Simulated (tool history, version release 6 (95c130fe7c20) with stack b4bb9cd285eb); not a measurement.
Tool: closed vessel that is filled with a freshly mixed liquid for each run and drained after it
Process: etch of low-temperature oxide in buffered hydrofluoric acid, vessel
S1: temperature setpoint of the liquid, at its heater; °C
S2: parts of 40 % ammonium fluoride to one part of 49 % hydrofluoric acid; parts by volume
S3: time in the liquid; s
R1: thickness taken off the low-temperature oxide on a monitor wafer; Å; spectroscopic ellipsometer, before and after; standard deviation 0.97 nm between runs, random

run,hour,S1,S2,S3,R1
1,0.0,24.0,11.5,35,1413.0
2,3.7,24.0,9.5,35,1678.0
3,9.8,25.0,9.0,35,1834.1
4,17.2,26.0,8.5,35,2069.3
5,20.4,26.0,10.5,35,1730.8
6,23.1,27.0,10.0,35,1914.8
7,28.7,27.5,9.5,35,2027.3
8,33.2,28.0,9.0,35,2152.4

What does the tool deliver on the next run?
9,34.6,28.5,8.5,35,?

R1: 2345.1 Å
